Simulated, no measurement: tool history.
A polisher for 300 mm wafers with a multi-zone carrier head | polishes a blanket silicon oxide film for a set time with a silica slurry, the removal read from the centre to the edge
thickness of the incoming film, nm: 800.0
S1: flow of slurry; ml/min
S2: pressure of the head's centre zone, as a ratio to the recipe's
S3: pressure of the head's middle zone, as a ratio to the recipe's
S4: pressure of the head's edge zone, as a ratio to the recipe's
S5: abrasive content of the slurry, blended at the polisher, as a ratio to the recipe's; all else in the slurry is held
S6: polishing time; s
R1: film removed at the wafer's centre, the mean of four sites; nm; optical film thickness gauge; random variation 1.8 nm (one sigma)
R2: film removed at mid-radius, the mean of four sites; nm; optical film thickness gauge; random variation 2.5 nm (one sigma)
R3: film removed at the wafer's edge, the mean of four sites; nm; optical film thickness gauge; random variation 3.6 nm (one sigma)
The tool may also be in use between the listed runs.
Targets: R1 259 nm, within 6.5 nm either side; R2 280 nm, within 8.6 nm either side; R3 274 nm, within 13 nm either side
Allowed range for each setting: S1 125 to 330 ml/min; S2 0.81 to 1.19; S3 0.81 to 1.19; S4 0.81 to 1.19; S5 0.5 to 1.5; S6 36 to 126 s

run  hour   S1    S2    S3    S4   S5   S6      R1      R2      R3
  1     0  210     1     1     1    1   81  216.32  213.29  224.16
  2   7.6  210     1     1  0.92    1   81  213.84  215.56  213.46
  3  13.5  210     1     1  0.92  0.8   81  196.47  199.11  191.19
  4  15.5  210     1     1  0.92  0.8  101  246.11  246.39  242.42
  5  17.7  210     1     1  0.92  0.7  101  233.15  231.67  230.76
  6  19.7  210     1     1  0.92  0.7  117  269.61  267.81  262.31
  7  22.7  210  0.99  1.01  0.93  0.7  117  265.49  270.03   264.9
  8  28.1  210  0.98  1.02  0.94  0.7  117  260.24  270.55  265.11
  9  32.8  210  0.98  1.02  0.95  0.7  117  262.71  268.41  270.83

Which single option among these 4 for the next run brings every result within its allowed miss of target? Just one does.
  A  37.5  205  1.02  0.99  0.97  0.55  124   ?   ?   ?
  B  37.5  240  0.97  0.93  0.93  0.75  113   ?   ?   ?
  C  37.5  290  1.06  0.98  1.12  0.55  120   ?   ?   ?
  D  37.5  210  0.91  0.98  0.89   0.7  124   ?   ?   ?

move      R1      R2      R3
   A   258.7  251.72  262.61
   B  266.21  260.17  275.21
   C  270.18  251.35  280.73
   D  263.24  281.32  283.36
A: its largest miss is bigger than the last run's
B: its largest miss is bigger than the last run's
C: its largest miss is bigger than the last run's
D: hits every target within its allowed miss
So the answer is move D, the one that meets all the targets.
